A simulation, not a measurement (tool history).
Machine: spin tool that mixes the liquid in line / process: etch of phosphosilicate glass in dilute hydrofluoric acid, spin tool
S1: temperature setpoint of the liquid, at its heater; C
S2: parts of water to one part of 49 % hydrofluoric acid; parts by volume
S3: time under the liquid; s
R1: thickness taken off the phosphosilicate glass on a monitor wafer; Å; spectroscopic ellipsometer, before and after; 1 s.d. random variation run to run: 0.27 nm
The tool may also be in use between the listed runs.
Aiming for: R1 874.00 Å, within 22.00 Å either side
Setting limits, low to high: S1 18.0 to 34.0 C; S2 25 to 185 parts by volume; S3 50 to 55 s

run  hour    S1   S2  S3      R1
  1   0.0  26.0  105  50  355.22
  2   5.5  26.0  105  50  353.41
  3   9.5  26.0   90  50  418.97
  4  11.4  28.0   80  50  517.16
  5  17.5  28.0   80  50  518.09
  6  18.5  28.0   60  50  711.37
  7  20.6  29.5   60  50  750.77
  8  25.2  30.5   60  50  779.55
  9  28.2  31.0   60  50  797.62

Consider the 5 candidate settings below. Which is the only one whose results all fall within their allowed miss of target?
  A  31.2  32.5  60  55   ?
  B  31.2  32.0  70  55   ?
  C  31.2  31.5  70  50   ?
  D  31.2  30.0  60  50   ?
  E  31.2  25.5  45  50   ?

move      R1
   A  927.04
   B  767.43
   C  684.55
   D  765.49
   E  871.81
A: pushes the last run's worst result past its target
B: its largest miss is bigger than the last run's
C: its largest miss is bigger than the last run's
D: its largest miss is bigger than the last run's
E: all results in spec
E meets every target.

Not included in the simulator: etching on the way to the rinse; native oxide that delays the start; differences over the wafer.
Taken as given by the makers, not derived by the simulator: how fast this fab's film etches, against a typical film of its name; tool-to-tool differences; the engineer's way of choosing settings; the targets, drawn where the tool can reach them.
